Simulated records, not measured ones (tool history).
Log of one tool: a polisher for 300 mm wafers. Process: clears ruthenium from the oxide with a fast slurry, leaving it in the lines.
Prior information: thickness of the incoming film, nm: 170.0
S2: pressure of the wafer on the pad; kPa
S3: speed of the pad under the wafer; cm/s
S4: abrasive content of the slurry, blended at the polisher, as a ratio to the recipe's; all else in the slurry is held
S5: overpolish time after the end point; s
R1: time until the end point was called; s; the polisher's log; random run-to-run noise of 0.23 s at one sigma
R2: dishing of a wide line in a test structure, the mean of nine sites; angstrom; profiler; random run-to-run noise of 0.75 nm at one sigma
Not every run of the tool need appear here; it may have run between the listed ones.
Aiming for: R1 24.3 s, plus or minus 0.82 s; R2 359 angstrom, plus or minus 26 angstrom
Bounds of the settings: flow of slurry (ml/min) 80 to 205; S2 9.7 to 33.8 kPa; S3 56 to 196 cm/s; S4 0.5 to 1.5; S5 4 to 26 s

{"run": 1, "hour": 0.0, "flow of slurry (ml/min)": 135, "S2": 21.4, "S3": 126, "S4": 1, "S5": 13, "R1": 29.671, "R2": 606.33}
{"run": 2, "hour": 6.1, "flow of slurry (ml/min)": 140, "S2": 22.1, "S3": 126, "S4": 1, "S5": 11, "R1": 28.393, "R2": 528.98}
{"run": 3, "hour": 11.7, "flow of slurry (ml/min)": 145, "S2": 22.8, "S3": 126, "S4": 1, "S5": 10, "R1": 28.153, "R2": 517.31}
{"run": 4, "hour": 15.1, "flow of slurry (ml/min)": 130, "S2": 23.4, "S3": 128, "S4": 1, "S5": 9, "R1": 27.969, "R2": 470.42}
{"run": 5, "hour": 19.4, "flow of slurry (ml/min)": 130, "S2": 24.1, "S3": 128, "S4": 1, "S5": 8, "R1": 27.674, "R2": 417.46}
{"run": 6, "hour": 27.3, "flow of slurry (ml/min)": 130, "S2": 24.1, "S3": 128, "S4": 1, "S5": 4, "R1": 27.191, "R2": 224.57}
{"run": 7, "hour": 36.0, "flow of slurry (ml/min)": 135, "S2": 24.1, "S3": 128, "S4": 1, "S5": 4, "R1": 26.762, "R2": 226.57}
{"run": 8, "hour": 42.7, "flow of slurry (ml/min)": 140, "S2": 24.8, "S3": 128, "S4": 1, "S5": 5, "R1": 26.25, "R2": 297.42}
{"run": 9, "hour": 46.4, "flow of slurry (ml/min)": 145, "S2": 24.8, "S3": 128, "S4": 1, "S5": 5, "R1": 25.841, "R2": 286.48}
{"run": 10, "hour": 53.0, "flow of slurry (ml/min)": 150, "S2": 24.8, "S3": 128, "S4": 1, "S5": 5, "R1": 25.924, "R2": 284.1}
{"run": 11, "hour": 55.3, "flow of slurry (ml/min)": 150, "S2": 25.5, "S3": 128, "S4": 1, "S5": 5, "R1": 25.335, "R2": 288.55}

Which single option among these 4 for the next run brings every result within its allowed miss of target? Just one does.
{"run": "A", "hour": 57.6, "flow of slurry (ml/min)": 135, "S2": 22.8, "S3": 150, "S4": 0.95, "S5": 7, "R1": "?", "R2": "?"}
{"run": "B", "hour": 57.6, "flow of slurry (ml/min)": 110, "S2": 22.1, "S3": 148, "S4": 1.2, "S5": 6, "R1": "?", "R2": "?"}
{"run": "C", "hour": 57.6, "flow of slurry (ml/min)": 170, "S2": 18.6, "S3": 150, "S4": 1.05, "S5": 8, "R1": "?", "R2": "?"}
{"run": "D", "hour": 57.6, "flow of slurry (ml/min)": 165, "S2": 24.8, "S3": 132, "S4": 0.85, "S5": 8, "R1": "?", "R2": "?"}

move=A R1=24.063 R2=407.77
move=B R1=23.589 R2=360.65
move=C R1=25.148 R2=442.13
move=D R1=26.085 R2=427.78
A: takes the result that was furthest off past its target
B: all results land within tolerance of their targets
C: takes the result that was furthest off past its target
D: takes the result that was furthest off past its target
B meets every target.

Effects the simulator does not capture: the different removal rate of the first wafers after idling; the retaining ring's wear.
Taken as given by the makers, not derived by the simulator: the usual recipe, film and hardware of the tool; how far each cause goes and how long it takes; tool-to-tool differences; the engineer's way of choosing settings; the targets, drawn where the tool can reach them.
